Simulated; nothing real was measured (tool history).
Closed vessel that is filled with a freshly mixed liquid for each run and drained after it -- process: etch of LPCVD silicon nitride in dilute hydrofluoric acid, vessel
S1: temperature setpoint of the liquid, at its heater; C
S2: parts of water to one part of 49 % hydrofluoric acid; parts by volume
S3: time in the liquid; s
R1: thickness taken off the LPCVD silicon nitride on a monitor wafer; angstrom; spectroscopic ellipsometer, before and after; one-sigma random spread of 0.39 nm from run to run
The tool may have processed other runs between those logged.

run	hour	S1	S2	S3	R1
1	0	25	50	1090	140.41
2	2.2	25	50	1090	139.75
3	5.2	27.5	40	1095	210.25
4	9.9	27.5	45	1095	185.39
5	11.3	29.5	40	1095	238.5
6	20.1	29.5	40	1090	238.24
7	26.7	30.5	35	1090	288.94
8	32.8	30.5	35	1090	288.91
9	40.2	30.5	35	1090	289.26
10	44.8	31.5	30	1090	354.27

Predict the results of run 11:
11	50.1	32	30	1090	?

{"run 11": {"R1": 372.06}}
